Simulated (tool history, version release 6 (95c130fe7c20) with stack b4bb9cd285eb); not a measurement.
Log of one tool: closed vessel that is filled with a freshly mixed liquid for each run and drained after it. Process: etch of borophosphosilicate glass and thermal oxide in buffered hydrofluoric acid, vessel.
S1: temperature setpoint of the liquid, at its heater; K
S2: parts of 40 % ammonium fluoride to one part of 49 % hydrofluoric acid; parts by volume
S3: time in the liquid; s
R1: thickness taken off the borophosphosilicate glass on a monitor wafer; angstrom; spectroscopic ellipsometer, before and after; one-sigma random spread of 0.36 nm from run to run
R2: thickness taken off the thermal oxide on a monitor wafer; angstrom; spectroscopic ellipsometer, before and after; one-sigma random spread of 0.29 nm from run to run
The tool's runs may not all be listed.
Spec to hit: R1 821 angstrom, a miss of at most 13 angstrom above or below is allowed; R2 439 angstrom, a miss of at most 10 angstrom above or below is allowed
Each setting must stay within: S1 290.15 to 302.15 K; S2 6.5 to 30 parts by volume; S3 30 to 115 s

| run | day | S1 | S2 | S3 | R1 | R2 |
|---|---|---|---|---|---|---|
| 1 | 0 | 294.15 | 19.5 | 60 | 514.74 | 275.97 |
| 2 | 0.367 | 296.15 | 19.5 | 60 | 580.81 | 307.17 |
| 3 | 0.708 | 298.65 | 19.5 | 60 | 661.4 | 352.81 |
| 4 | 0.971 | 298.65 | 17 | 60 | 755.6 | 403.91 |
| 5 | 1.258 | 302.15 | 17 | 60 | 905.19 | 487.11 |
| 6 | 1.488 | 301.65 | 17 | 60 | 885.05 | 478.13 |
| 7 | 1.608 | 301.15 | 17 | 60 | 859.58 | 465.51 |
| 8 | 1.629 | 300.65 | 17 | 60 | 845.44 | 451.35 |

Exercise: of the 4 proposed moves below, exactly one satisfies all targets within the stated allowed misses. Which move is it?
| A | 1.65 | 300.65 | 13 | 45 | ? | ? |
| B | 1.65 | 296.15 | 14 | 65 | ? | ? |
| C | 1.65 | 300.15 | 15 | 55 | ? | ? |
| D | 1.65 | 301.65 | 18.5 | 65 | ? | ? |

| move | R1 | R2 |
|---|---|---|
| A | 819.28 | 439.95 |
| B | 864.3 | 463.16 |
| C | 847.03 | 455.02 |
| D | 881.25 | 474.08 |
A: in spec on every target
B: misses by more than the last run did
C: misses by more than the last run did
D: misses by more than the last run did
Move A is the one to make.
